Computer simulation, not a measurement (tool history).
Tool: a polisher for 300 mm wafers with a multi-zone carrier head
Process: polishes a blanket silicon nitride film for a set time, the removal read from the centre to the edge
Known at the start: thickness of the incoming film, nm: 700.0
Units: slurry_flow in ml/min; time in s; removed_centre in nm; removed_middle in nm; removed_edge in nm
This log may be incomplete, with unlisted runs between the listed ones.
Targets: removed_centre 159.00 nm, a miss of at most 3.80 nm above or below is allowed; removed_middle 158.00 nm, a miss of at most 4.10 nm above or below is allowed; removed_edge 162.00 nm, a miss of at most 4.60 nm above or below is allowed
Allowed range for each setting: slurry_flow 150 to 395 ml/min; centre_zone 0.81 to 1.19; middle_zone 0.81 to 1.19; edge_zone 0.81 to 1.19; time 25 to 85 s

run  hour  slurry_flow  centre_zone  middle_zone  edge_zone  time  removed_centre  removed_middle  removed_edge
  1   0.0          250         1.00         1.00       1.00    55          106.26          108.91        110.47
  2   8.1          255         1.01         1.01       1.02    57          111.00          116.07        116.50
  3  16.0          260         1.03         1.01       1.04    59          116.26          118.43        120.09
  4  17.8          260         1.03         1.01       1.04    53          104.07          106.62        108.85
  5  21.2          265         1.04         1.01       1.06    56          112.18          114.40        115.77
  6  23.0          265         1.04         1.01       0.99    56          113.09          112.74        111.88
  7  26.5          265         1.05         1.01       1.01    58          117.48          117.37        117.39
  8  28.1          270         1.06         1.01       1.03    60          121.62          121.91        121.39
  9  34.8          270         1.07         1.01       1.05    62          125.51          127.59        127.95
 10  42.3          275         1.08         1.01       1.07    63          129.35          128.60        131.48

Pick the move, out of 4, that brings all results within their allowed miss; only one does.
  A  49.8          175         0.96         0.96       1.19    60               ?               ?             ?
  B  49.8          270         1.07         1.01       1.08    77               ?               ?             ?
  C  49.8          255         1.17         1.13       1.04    76               ?               ?             ?
  D  49.8          230         1.08         1.14       1.02    77               ?               ?             ?

move  removed_centre  removed_middle  removed_edge
   A          104.42          109.03        125.69
   B          156.55          155.94        161.04
   C          164.38          168.16        154.94
   D          154.25          169.42        153.89
A: further off than the last run
B: all results land within tolerance of their targets
C: carries the result that was furthest off beyond its target, to the other side
D: gains on the last run, yet a result remains outside its allowed miss
B is the move that brings every result within its allowed miss.

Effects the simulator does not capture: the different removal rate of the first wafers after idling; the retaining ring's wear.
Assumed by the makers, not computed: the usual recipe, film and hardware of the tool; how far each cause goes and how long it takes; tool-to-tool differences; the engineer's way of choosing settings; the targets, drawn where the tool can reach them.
